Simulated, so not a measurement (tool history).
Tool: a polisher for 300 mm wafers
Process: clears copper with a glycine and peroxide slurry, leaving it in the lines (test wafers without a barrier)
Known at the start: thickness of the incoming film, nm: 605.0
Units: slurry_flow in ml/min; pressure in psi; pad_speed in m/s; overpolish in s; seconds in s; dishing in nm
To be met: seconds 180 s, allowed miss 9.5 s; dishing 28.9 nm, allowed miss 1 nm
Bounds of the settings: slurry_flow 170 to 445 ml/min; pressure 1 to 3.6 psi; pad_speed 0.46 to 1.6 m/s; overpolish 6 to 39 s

run	hour	slurry_flow	pressure	pad_speed	overpolish	seconds	dishing
1	0	285	2.3	1.02	20	126.62	54.086
2	7.3	285	2	1.02	20	141.54	50.107
3	10.6	285	1.5	1.02	20	170.07	42.771
4	15.8	245	1.5	1.02	20	171.82	41.828
5	22	290	1.5	1.02	20	171.67	41.999
6	24.7	290	1.5	1	17	175.91	36.581
7	33.2	290	1.5	1.02	16	175.27	35.243
8	41.6	290	1.5	1.04	15	168.8	33.978
9	45	290	1.4	1.04	14	180.75	31.037

Which of these 4 next moves meets every target?
A	48.4	300	1.3	1.1	13	?	?
B	48.4	170	1.5	1.04	15	?	?
C	48.4	250	1.3	1.04	16	?	?
D	48.4	300	1.3	1.06	16	?	?

move	seconds	dishing
A	179.65	28.512
B	179.86	32.316
C	190.35	32.413
D	184.39	33.251
A: meets every target
B: further off than the last run
C: further off than the last run
D: further off than the last run
The right move is A.
